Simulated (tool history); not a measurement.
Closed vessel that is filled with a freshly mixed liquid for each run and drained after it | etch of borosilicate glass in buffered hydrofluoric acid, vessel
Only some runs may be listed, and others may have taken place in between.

run  hour  temperature setpoint of the liquid (°C)  parts of 40 % ammonium fluoride to one part of 49 % hydrofluoric acid (parts by volume)  time in the liquid (s)  thickness taken off the borosilicate glass on a monitor wafer (nm)
  1   0.0                                     22.0                                                                                       11                      85                                                              84.085
  2   1.2                                     22.0                                                                                       11                      95                                                              93.855
  3   3.4                                     23.0                                                                                       11                      95                                                              99.040
  4   8.2                                     25.0                                                                                       11                      95                                                             112.340
  5  16.9                                     25.0                                                                                       11                      95                                                             110.890
  6  23.6                                     25.5                                                                                       11                      95                                                             113.780
  7  29.7                                     26.0                                                                                       11                      95                                                             114.770

For run 8, what comes out?
  8  32.6                                     26.5                                                                                       11                      95                                                                   ?

thickness taken off the borosilicate glass on a monitor wafer (nm): 117.990
